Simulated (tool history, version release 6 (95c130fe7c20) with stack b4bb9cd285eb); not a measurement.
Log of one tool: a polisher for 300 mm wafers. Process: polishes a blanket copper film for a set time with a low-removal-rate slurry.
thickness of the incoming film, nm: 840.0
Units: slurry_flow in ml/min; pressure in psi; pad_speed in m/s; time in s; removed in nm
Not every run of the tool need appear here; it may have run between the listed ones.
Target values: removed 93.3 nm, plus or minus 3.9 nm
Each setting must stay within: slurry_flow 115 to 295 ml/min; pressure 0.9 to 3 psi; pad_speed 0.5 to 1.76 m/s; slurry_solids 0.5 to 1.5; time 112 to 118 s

run,hour,slurry_flow,pressure,pad_speed,slurry_solids,time,removed
1,0,190,1.9,1.12,1,112,219.97
2,6.7,190,1.9,1.24,1,112,238.03
3,13.4,215,1.9,1.24,1,112,244.16
4,15.7,215,1.9,1.24,1,118,254.9
5,24.7,260,1.9,1.24,1,118,258.98
6,30,260,1.5,1.24,1,118,211.18
7,38.9,260,1.4,1.16,1,118,183.85
8,42.1,260,1.3,1.1,1,118,165.41
9,48.8,260,1.2,1.04,1,118,144.74
10,49.7,260,1.2,1,1,118,138.27
11,55.6,260,1.2,0.98,1,118,139.35
12,60.9,260,1.2,0.98,1,118,137.97
13,68.7,260,1.2,0.94,1,118,133.86
14,72.4,260,1.2,0.92,1,118,129.21
15,75.8,255,0.9,0.72,1,118,81.615
16,80.8,260,0.9,0.72,1,118,80.627
17,81.9,265,1,0.72,1,118,87.35

Exercise: of the 5 proposed moves below, exactly one satisfies all targets within the stated allowed misses. Which move is it?
A,83,275,0.9,0.74,1.2,115,?
B,83,260,1.1,0.74,1,112,?
C,83,295,1.2,0.58,1,117,?
D,83,285,1.1,0.78,1.05,117,?
E,83,275,1.1,0.84,0.9,112,?

move,removed
A,85.561
B,93.829
C,84.498
D,104.97
E,104.1
A: misses by more than the last run did
B: all results land within tolerance of their targets
C: misses by more than the last run did
D: the result that was furthest off in the last run now lies on the other side of its target
E: the result that was furthest off in the last run now lies on the other side of its target
Correct choice: B, which meets every target
